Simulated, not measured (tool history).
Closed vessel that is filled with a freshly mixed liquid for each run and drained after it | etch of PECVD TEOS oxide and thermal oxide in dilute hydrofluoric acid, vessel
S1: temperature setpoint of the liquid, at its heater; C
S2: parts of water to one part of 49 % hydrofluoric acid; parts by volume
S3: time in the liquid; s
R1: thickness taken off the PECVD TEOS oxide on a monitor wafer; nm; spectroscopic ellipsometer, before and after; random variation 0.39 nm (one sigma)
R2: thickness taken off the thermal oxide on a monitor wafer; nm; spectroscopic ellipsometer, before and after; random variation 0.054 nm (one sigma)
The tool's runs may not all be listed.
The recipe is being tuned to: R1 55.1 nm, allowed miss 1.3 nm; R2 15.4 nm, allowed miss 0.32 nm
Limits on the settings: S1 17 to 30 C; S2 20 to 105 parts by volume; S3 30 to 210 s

run,hour,S1,S2,S3,R1,R2
1,0,22,55,105,31.352,8.7695
2,5.1,24.5,50,105,38.823,10.827
3,6.5,26,50,105,41.399,11.384
4,11.4,27,45,105,48.602,13.309
5,13.6,27.5,45,105,48.552,13.545
6,15.5,28.5,45,105,50.642,14.163
7,20.9,29,45,105,51.628,14.411
8,25.8,29.5,45,105,53.374,14.755

Exactly one of the 4 candidate moves below puts every result within its allowed miss. Which one?
A,30.7,25,55,170,?,?
B,30.7,28,45,110,?,?
C,30.7,24,30,90,?,?
D,30.7,29.5,50,115,?,?

move,R1,R2
A,57.642,16.159
B,52.184,14.629
C,55.532,15.568
D,51.726,14.501
A: moves the result that the last run missed by most past its target, out the other side
B: moves away from the targets compared with the last run
C: all results in spec
D: moves away from the targets compared with the last run
Go with C: it meets all targets.
